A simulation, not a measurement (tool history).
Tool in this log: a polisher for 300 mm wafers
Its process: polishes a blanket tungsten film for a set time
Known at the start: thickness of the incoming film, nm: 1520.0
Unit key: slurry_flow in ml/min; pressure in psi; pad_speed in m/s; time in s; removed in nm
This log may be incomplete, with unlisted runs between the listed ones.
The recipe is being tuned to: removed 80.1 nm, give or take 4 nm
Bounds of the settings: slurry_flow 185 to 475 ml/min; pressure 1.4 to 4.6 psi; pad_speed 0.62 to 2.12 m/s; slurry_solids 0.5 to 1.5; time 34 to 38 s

run  hour  slurry_flow  pressure  pad_speed  slurry_solids  time  removed
  1     0          305         3       1.36              1    38   170.71
  2   5.8          305         3       1.36            1.1    38   176.12
  3   8.8          305         3        1.2            1.1    38   161.15
  4  13.7          305         3        1.2              1    38   160.27
  5  16.1          305       3.4        1.2              1    38   178.94
  6  19.5          305       3.4       1.34              1    38   191.78
  7  25.2          305       3.2       1.28              1    38   178.28
  8  31.2          305         3       1.24              1    38   165.43
  9  39.2          305       2.9       1.18              1    38   149.65
 10  45.6          305       2.1       1.02              1    38   100.72
 11  49.3          305         2       1.02              1    38   92.955

Consider the 4 candidate settings below. Which is the only one whose results all fall within their allowed miss of target?
  A    53          430       1.8       1.16            0.8    34        ?
  B    53          280       2.4       1.02            1.2    37        ?
  C    53          275       1.5       1.02              1    38        ?
  D    53          295       2.5       0.98              1    36        ?

move  removed
   A   81.154
   B   114.22
   C   71.514
   D   107.86
A: all results land within tolerance of their targets
B: further off than the last run
C: takes the biggest miss from the last run beyond its target
D: further off than the last run
A is the move that brings every result within its allowed miss.
